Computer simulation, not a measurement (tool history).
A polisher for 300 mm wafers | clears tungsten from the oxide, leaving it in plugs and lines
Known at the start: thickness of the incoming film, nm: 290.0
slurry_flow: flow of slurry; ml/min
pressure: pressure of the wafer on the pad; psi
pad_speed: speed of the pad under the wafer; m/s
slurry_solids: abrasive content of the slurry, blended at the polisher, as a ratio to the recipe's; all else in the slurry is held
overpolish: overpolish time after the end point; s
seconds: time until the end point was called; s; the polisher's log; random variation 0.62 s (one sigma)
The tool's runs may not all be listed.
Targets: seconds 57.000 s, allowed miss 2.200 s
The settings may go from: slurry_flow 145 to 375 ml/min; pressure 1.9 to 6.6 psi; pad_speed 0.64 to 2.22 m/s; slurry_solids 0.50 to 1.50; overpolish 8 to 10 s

{"run": 1, "hour": 0.0, "slurry_flow": 240, "pressure": 4.2, "pad_speed": 1.42, "slurry_solids": 1.0, "overpolish": 10, "seconds": 38.509}
{"run": 2, "hour": 4.1, "slurry_flow": 275, "pressure": 4.2, "pad_speed": 1.42, "slurry_solids": 1.0, "overpolish": 10, "seconds": 38.716}
{"run": 3, "hour": 5.9, "slurry_flow": 305, "pressure": 4.2, "pad_speed": 1.42, "slurry_solids": 1.0, "overpolish": 10, "seconds": 38.229}
{"run": 4, "hour": 12.5, "slurry_flow": 305, "pressure": 4.2, "pad_speed": 1.42, "slurry_solids": 0.85, "overpolish": 10, "seconds": 39.437}
{"run": 5, "hour": 15.4, "slurry_flow": 305, "pressure": 4.2, "pad_speed": 1.42, "slurry_solids": 0.85, "overpolish": 10, "seconds": 39.497}
{"run": 6, "hour": 23.3, "slurry_flow": 305, "pressure": 4.2, "pad_speed": 1.42, "slurry_solids": 1.05, "overpolish": 10, "seconds": 36.801}
{"run": 7, "hour": 30.3, "slurry_flow": 300, "pressure": 3.7, "pad_speed": 1.42, "slurry_solids": 1.05, "overpolish": 10, "seconds": 41.416}
{"run": 8, "hour": 33.0, "slurry_flow": 300, "pressure": 3.3, "pad_speed": 1.42, "slurry_solids": 1.05, "overpolish": 10, "seconds": 43.763}
{"run": 9, "hour": 34.6, "slurry_flow": 300, "pressure": 2.9, "pad_speed": 1.42, "slurry_solids": 1.05, "overpolish": 10, "seconds": 48.127}
{"run": 10, "hour": 35.1, "slurry_flow": 300, "pressure": 2.7, "pad_speed": 1.42, "slurry_solids": 1.05, "overpolish": 10, "seconds": 50.925}
{"run": 11, "hour": 37.6, "slurry_flow": 300, "pressure": 2.6, "pad_speed": 1.42, "slurry_solids": 1.05, "overpolish": 10, "seconds": 52.171}

Which of these 5 next moves meets every target?
{"run": "A", "hour": 40.1, "slurry_flow": 300, "pressure": 2.2, "pad_speed": 1.82, "slurry_solids": 0.95, "overpolish": 10, "seconds": "?"}
{"run": "B", "hour": 40.1, "slurry_flow": 295, "pressure": 3.7, "pad_speed": 1.2, "slurry_solids": 1.05, "overpolish": 10, "seconds": "?"}
{"run": "C", "hour": 40.1, "slurry_flow": 275, "pressure": 2.9, "pad_speed": 1.4, "slurry_solids": 1.1, "overpolish": 10, "seconds": "?"}
{"run": "D", "hour": 40.1, "slurry_flow": 330, "pressure": 2.8, "pad_speed": 1.52, "slurry_solids": 1.0, "overpolish": 8, "seconds": "?"}
{"run": "E", "hour": 40.1, "slurry_flow": 330, "pressure": 1.9, "pad_speed": 1.64, "slurry_solids": 1.05, "overpolish": 10, "seconds": "?"}

move=A seconds=49.601
move=B seconds=46.773
move=C seconds=49.332
move=D seconds=47.836
move=E seconds=56.700
A: further off than the last run
B: further off than the last run
C: further off than the last run
D: further off than the last run
E: meets every target
Move E is the one to make.
